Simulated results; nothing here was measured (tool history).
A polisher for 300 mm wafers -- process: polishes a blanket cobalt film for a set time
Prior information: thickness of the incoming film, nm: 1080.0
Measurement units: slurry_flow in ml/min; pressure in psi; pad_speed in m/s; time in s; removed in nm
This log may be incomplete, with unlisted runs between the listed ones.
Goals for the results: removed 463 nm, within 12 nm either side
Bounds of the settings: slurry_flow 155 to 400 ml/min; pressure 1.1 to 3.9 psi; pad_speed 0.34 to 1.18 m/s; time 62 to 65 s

| run | hour | slurry_flow | pressure | pad_speed | time | removed |
|---|---|---|---|---|---|---|
| 1 | 0 | 255 | 2.5 | 0.76 | 62 | 321.24 |
| 2 | 4.1 | 255 | 2.6 | 0.76 | 62 | 322.23 |
| 3 | 11.1 | 255 | 2.7 | 0.76 | 62 | 337.38 |
| 4 | 19 | 200 | 2.7 | 0.76 | 62 | 330.73 |
| 5 | 23.9 | 205 | 2.8 | 0.76 | 62 | 340.91 |
| 6 | 31.6 | 205 | 2.8 | 0.76 | 62 | 339.32 |
| 7 | 38.4 | 210 | 2.9 | 0.76 | 62 | 351.29 |
| 8 | 46.9 | 215 | 3 | 0.76 | 62 | 357.45 |
| 9 | 51.5 | 215 | 3.7 | 0.76 | 62 | 417.99 |
| 10 | 55.3 | 215 | 3.8 | 0.78 | 62 | 429.51 |

Exercise: of the 5 proposed moves below, exactly one satisfies all targets within the stated allowed misses. Which move is it?
| A | 59.1 | 210 | 3.9 | 0.82 | 62 | ? |
| B | 59.1 | 190 | 3.4 | 0.98 | 63 | ? |
| C | 59.1 | 280 | 3.9 | 0.66 | 65 | ? |
| D | 59.1 | 265 | 3.7 | 0.74 | 62 | ? |
| E | 59.1 | 220 | 3.9 | 0.72 | 65 | ? |

| move | removed |
|---|---|
| A | 462.67 |
| B | 496.01 |
| C | 408.75 |
| D | 414.22 |
| E | 432.36 |
A: all results land within tolerance of their targets
B: pushes the last run's worst result past its target
C: further off than the last run
D: further off than the last run
E: nearer the targets than the last run, but a result is still out of spec
So the answer is move A, the one that meets all the targets.
